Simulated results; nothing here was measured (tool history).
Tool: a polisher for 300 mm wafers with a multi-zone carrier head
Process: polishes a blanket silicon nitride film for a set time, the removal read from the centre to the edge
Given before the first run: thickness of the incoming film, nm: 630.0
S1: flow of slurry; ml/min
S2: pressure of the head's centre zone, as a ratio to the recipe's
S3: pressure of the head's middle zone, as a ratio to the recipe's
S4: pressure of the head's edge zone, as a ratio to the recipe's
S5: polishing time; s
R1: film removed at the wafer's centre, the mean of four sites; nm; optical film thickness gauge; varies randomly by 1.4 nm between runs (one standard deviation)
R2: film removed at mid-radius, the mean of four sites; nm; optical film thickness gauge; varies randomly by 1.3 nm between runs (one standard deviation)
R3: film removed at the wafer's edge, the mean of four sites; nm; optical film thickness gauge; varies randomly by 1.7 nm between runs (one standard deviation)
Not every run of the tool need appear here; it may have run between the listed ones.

{"run": 1, "hour": 0.0, "S1": 245, "S2": 1.0, "S3": 1.0, "S4": 1.0, "S5": 53, "R1": 128.96, "R2": 125.84, "R3": 128.94}
{"run": 2, "hour": 7.2, "S1": 260, "S2": 0.98, "S3": 1.04, "S4": 1.03, "S5": 57, "R1": 135.96, "R2": 140.35, "R3": 141.39}
{"run": 3, "hour": 10.9, "S1": 260, "S2": 0.98, "S3": 1.04, "S4": 1.03, "S5": 71, "R1": 169.83, "R2": 174.23, "R3": 174.85}
{"run": 4, "hour": 11.7, "S1": 260, "S2": 0.98, "S3": 0.98, "S4": 1.03, "S5": 71, "R1": 170.66, "R2": 167.04, "R3": 173.65}
{"run": 5, "hour": 14.5, "S1": 260, "S2": 0.98, "S3": 0.98, "S4": 0.98, "S5": 71, "R1": 171.76, "R2": 168.17, "R3": 173.72}
{"run": 6, "hour": 21.5, "S1": 205, "S2": 0.98, "S3": 0.98, "S4": 0.98, "S5": 71, "R1": 165.02, "R2": 164.28, "R3": 163.1}
{"run": 7, "hour": 23.3, "S1": 230, "S2": 0.96, "S3": 1.03, "S4": 0.98, "S5": 71, "R1": 164.33, "R2": 171.75, "R3": 169.35}

Run 8, settings as shown, results not yet in. Your forecast:
{"run": 8, "hour": 32.0, "S1": 240, "S2": 0.94, "S3": 1.07, "S4": 0.97, "S5": 72, "R1": "?", "R2": "?", "R3": "?"}

{"run 8": {"R1": 164.34, "R2": 179.29, "R3": 171.09}}

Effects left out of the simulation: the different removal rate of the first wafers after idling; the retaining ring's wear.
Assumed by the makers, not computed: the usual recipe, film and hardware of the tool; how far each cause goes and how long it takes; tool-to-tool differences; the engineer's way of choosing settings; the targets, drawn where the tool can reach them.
